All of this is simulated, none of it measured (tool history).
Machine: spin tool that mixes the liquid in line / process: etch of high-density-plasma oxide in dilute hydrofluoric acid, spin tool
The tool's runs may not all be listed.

run,hour,temperature setpoint of the liquid (C),parts of water to one part of 49 % hydrofluoric acid (parts by volume),time under the liquid (s),thickness taken off the high-density-plasma oxide on a monitor wafer (angstrom)
1,0.0,22.0,165,280,75.376
2,4.8,22.0,195,280,62.431
3,11.9,23.5,195,280,65.938
4,13.3,23.5,195,300,71.118
5,21.7,24.0,195,300,71.932
6,23.4,24.5,195,300,73.773

For run 7, what comes out?
7,30.7,25.0,195,300,?

{"run 7": {"thickness taken off the high-density-plasma oxide on a monitor wafer (angstrom)": 75.482}}
